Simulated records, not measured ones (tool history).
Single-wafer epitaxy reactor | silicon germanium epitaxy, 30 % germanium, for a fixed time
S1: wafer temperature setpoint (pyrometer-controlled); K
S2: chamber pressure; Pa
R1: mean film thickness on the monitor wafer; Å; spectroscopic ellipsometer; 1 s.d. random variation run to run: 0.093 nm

run 1 hour=0 | S1=863.15 S2=2706 | R1=502.66
run 2 hour=8.6 | S1=863.15 S2=2240 | R1=456.04
run 3 hour=11.6 | S1=863.15 S2=2493 | R1=483.65
run 4 hour=13.4 | S1=859.15 S2=2480 | R1=450.15
run 5 hour=22 | S1=863.15 S2=2480 | R1=480.86
run 6 hour=30.9 | S1=859.15 S2=2466 | R1=448.38

Estimate the outcome of run 7 from the log above:
run 7 hour=33 | S1=856.15 S2=2466 | R1=?

Run 7 measured R1 427.41 Å.

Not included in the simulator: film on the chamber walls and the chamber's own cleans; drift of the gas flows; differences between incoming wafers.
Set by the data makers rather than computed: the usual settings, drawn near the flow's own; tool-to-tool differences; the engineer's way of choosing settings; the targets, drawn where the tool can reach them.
